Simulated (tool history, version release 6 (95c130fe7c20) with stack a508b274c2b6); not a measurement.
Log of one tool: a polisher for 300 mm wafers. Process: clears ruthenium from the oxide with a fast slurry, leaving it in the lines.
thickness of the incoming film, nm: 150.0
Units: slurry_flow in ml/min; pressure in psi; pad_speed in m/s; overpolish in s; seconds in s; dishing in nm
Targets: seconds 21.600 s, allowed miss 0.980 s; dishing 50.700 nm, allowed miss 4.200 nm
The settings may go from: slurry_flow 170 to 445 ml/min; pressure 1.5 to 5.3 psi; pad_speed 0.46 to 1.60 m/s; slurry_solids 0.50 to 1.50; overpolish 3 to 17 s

{"run": 1, "hour": 0.0, "slurry_flow": 285, "pressure": 3.4, "pad_speed": 1.02, "slurry_solids": 1.0, "overpolish": 9, "seconds": 34.388, "dishing": 30.784}
{"run": 2, "hour": 4.0, "slurry_flow": 285, "pressure": 3.6, "pad_speed": 1.02, "slurry_solids": 1.0, "overpolish": 9, "seconds": 31.614, "dishing": 31.642}
{"run": 3, "hour": 11.4, "slurry_flow": 285, "pressure": 3.6, "pad_speed": 1.02, "slurry_solids": 1.0, "overpolish": 11, "seconds": 32.411, "dishing": 37.745}
{"run": 4, "hour": 16.7, "slurry_flow": 285, "pressure": 3.8, "pad_speed": 1.02, "slurry_solids": 1.0, "overpolish": 11, "seconds": 30.883, "dishing": 39.411}
{"run": 5, "hour": 22.3, "slurry_flow": 285, "pressure": 3.4, "pad_speed": 1.02, "slurry_solids": 1.0, "overpolish": 11, "seconds": 33.469, "dishing": 36.355}
{"run": 6, "hour": 29.6, "slurry_flow": 285, "pressure": 3.4, "pad_speed": 0.8, "slurry_solids": 1.0, "overpolish": 11, "seconds": 42.065, "dishing": 31.793}
{"run": 7, "hour": 31.1, "slurry_flow": 285, "pressure": 3.6, "pad_speed": 0.82, "slurry_solids": 1.0, "overpolish": 11, "seconds": 38.673, "dishing": 34.154}
{"run": 8, "hour": 31.6, "slurry_flow": 285, "pressure": 3.8, "pad_speed": 0.84, "slurry_solids": 1.0, "overpolish": 11, "seconds": 36.128, "dishing": 34.266}

4 next moves are on the table. One of them brings every result within its allowed miss. Which?
{"run": "A", "hour": 32.1, "slurry_flow": 255, "pressure": 5.3, "pad_speed": 1.12, "slurry_solids": 1.1, "overpolish": 16, "seconds": "?", "dishing": "?"}
{"run": "B", "hour": 32.1, "slurry_flow": 190, "pressure": 3.7, "pad_speed": 0.46, "slurry_solids": 1.05, "overpolish": 15, "seconds": "?", "dishing": "?"}
{"run": "C", "hour": 32.1, "slurry_flow": 290, "pressure": 5.3, "pad_speed": 1.08, "slurry_solids": 1.0, "overpolish": 11, "seconds": "?", "dishing": "?"}
{"run": "D", "hour": 32.1, "slurry_flow": 200, "pressure": 2.3, "pad_speed": 0.54, "slurry_solids": 1.1, "overpolish": 11, "seconds": "?", "dishing": "?"}

move=A seconds=20.060 dishing=65.388
move=B seconds=59.775 dishing=29.670
move=C seconds=21.573 dishing=50.325
move=D seconds=75.994 dishing=18.501
A: takes the result that was furthest off past its target
B: further off than the last run
C: meets every target
D: further off than the last run
The right move is C.
